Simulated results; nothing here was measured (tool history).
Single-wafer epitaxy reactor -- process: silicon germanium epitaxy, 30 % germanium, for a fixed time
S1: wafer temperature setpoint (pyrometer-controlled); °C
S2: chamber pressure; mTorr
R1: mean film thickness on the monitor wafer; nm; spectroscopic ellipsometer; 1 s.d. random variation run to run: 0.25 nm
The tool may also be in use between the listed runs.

{"run": 1, "hour": 0.0, "S1": 610, "S2": 18500, "R1": 62.891}
{"run": 2, "hour": 3.6, "S1": 618, "S2": 18500, "R1": 74.14}
{"run": 3, "hour": 11.2, "S1": 618, "S2": 17000, "R1": 70.059}
{"run": 4, "hour": 17.7, "S1": 618, "S2": 15800, "R1": 67.382}
{"run": 5, "hour": 22.9, "S1": 610, "S2": 15800, "R1": 57.364}
{"run": 6, "hour": 24.7, "S1": 613, "S2": 15800, "R1": 61.071}
{"run": 7, "hour": 32.3, "S1": 616, "S2": 15800, "R1": 64.601}
{"run": 8, "hour": 34.0, "S1": 618, "S2": 15800, "R1": 67.647}
{"run": 9, "hour": 37.6, "S1": 620, "S2": 15800, "R1": 69.943}

Run 10, settings as shown, results not yet in. Your forecast:
{"run": 10, "hour": 43.2, "S1": 621, "S2": 15800, "R1": "?"}

{"run 10": {"R1": 71.627}}
